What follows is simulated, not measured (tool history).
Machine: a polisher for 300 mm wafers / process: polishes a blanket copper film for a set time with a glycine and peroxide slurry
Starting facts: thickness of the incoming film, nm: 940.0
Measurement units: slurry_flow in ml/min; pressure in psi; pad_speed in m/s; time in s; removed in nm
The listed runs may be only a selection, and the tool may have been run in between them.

run	hour	slurry_flow	pressure	pad_speed	time	removed
1	0.0	300	1.9	0.88	34	152.76
2	3.2	300	1.8	0.88	34	149.19
3	8.4	300	2.3	0.88	34	178.57
4	16.0	300	2.3	1.00	34	197.41
5	18.8	300	2.0	1.00	34	176.98
6	24.1	300	1.8	1.00	34	163.86
7	28.0	300	1.7	1.00	34	158.08

For run 8, what comes out?
8	29.5	300	1.6	1.00	34	?

Run 8 measured removed 149.28 nm.
